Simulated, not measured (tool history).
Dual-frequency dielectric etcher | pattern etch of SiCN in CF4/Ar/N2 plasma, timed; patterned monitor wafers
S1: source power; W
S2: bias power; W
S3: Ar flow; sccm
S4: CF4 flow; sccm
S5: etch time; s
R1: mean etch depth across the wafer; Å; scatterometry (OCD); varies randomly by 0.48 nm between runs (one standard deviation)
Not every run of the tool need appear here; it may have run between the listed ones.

| run | hour | S1 | S2 | S3 | S4 | S5 | R1 |
|---|---|---|---|---|---|---|---|
| 1 | 0.0 | 350 | 62 | 79 | 56 | 159.0 | 1121.1 |
| 2 | 2.7 | 350 | 62 | 79 | 47 | 159.0 | 1083.9 |
| 3 | 9.9 | 410 | 62 | 79 | 47 | 159.0 | 1216.8 |
| 4 | 14.6 | 410 | 62 | 87 | 47 | 159.0 | 1206.3 |
| 5 | 20.2 | 410 | 62 | 87 | 39 | 159.0 | 1163.2 |
| 6 | 23.5 | 410 | 72 | 87 | 39 | 159.0 | 1262.8 |

Run 7 is up next; what results do you expect?
| 7 | 28.3 | 410 | 72 | 87 | 39 | 159.0 | ? |

{"run 7": {"R1": 1248.3}}
